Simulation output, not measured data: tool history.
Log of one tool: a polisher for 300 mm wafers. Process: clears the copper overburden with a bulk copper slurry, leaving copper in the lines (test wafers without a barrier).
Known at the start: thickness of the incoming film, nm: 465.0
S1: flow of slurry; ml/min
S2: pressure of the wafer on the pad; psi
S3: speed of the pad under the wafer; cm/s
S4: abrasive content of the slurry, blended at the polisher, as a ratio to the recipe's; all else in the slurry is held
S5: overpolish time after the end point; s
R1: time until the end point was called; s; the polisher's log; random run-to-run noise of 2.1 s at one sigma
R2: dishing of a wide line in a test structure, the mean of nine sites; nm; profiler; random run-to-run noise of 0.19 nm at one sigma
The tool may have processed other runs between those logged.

run  hour   S1   S2   S3    S4  S5       R1      R2
  1   0.0  265  2.4   84  1.00  13   80.805  55.231
  2   1.2  265  2.4   98  1.00  13   71.167  63.085
  3   9.3  265  2.4   98  1.00  16   69.587  72.459
  4  14.8  265  2.4  110  1.00  16   63.102  75.458
  5  18.1  240  2.1  104  0.90  13   77.938  56.998
  6  25.2  280  1.9   90  1.05  11   95.173  41.417
  7  32.7  310  1.7   84  1.15   9  109.790  30.826
  8  40.7  335  1.6   82  1.25   8  116.360  26.481
  9  47.4  355  1.5   80  1.30   7  124.980  22.195
 10  52.0  370  1.4   80  1.35   6  128.480  18.124
 11  58.4  380  1.3   82  1.40   6  133.100  17.432
 12  62.2  390  1.3   84  1.40   6  129.260  17.492
 13  65.4  395  1.3   84  1.40   6  131.730  17.991
 14  70.1  400  1.3   84  1.40   6  133.710  18.157

Predict the results of run 15:
 15  71.2  360  1.3  82  1.40   6   ?   ?

R1: 135.800 s
R2: 17.294 nm
